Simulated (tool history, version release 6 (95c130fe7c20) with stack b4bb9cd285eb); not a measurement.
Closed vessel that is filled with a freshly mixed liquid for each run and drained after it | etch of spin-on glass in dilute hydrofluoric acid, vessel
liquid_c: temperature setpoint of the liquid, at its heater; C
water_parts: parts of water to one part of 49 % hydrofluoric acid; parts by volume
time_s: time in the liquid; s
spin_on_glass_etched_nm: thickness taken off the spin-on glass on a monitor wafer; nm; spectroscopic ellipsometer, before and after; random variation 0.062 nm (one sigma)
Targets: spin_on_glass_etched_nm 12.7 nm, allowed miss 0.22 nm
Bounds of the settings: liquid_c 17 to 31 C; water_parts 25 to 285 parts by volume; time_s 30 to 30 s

run  hour  liquid_c  water_parts  time_s  spin_on_glass_etched_nm
  1     0        23          155      30                   9.4621
  2   4.4      25.5          155      30                   10.434
  3   9.4        27          155      30                   11.015
  4  10.2        27          205      30                   7.8348
     12.6  -- thermometer replaced
  5  12.6        27          235      30                    7.062
  6  14.6        28          210      30                   8.4287
  7  20.8        29          195      30                   9.5602
  8  28.5        31          155      30                   13.701
  9  31.8      30.5          155      30                   13.551
 10  32.4        30          155      30                   13.101

Which of these 4 next moves meets every target?
  A    33        31          165      30                        ?
  B    33      30.5          155      30                        ?
  C    33        31          155      30                        ?
  D    33      28.5          145      30                        ?

move  spin_on_glass_etched_nm
   A                   12.608
   B                   13.361
   C                     13.6
   D                    13.46
A: meets every target
B: further off than the last run
C: further off than the last run
D: further off than the last run
The right move is A.
